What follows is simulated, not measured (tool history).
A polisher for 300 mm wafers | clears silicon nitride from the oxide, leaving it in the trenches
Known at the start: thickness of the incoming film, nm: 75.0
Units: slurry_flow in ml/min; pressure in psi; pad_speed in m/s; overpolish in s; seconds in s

run 1 hour=0.0 | slurry_flow=305 pressure=2.0 pad_speed=0.94 overpolish=8 | seconds=141.30
run 2 hour=4.3 | slurry_flow=305 pressure=1.8 pad_speed=0.94 overpolish=8 | seconds=149.08
run 3 hour=7.0 | slurry_flow=305 pressure=2.0 pad_speed=0.94 overpolish=8 | seconds=142.09
run 4 hour=9.2 | slurry_flow=305 pressure=2.0 pad_speed=0.94 overpolish=8 | seconds=139.90
run 5 hour=13.8 | slurry_flow=305 pressure=2.2 pad_speed=0.94 overpolish=8 | seconds=130.38
run 6 hour=16.1 | slurry_flow=305 pressure=2.3 pad_speed=0.94 overpolish=8 | seconds=126.10
-- hour=24.3 slurry nozzle cleaned
run 7 hour=24.3 | slurry_flow=305 pressure=2.3 pad_speed=0.94 overpolish=8 | seconds=123.79

Forecast run 8:
run 8 hour=27.3 | slurry_flow=305 pressure=2.4 pad_speed=0.94 overpolish=8 | seconds=?

seconds: 120.53 s
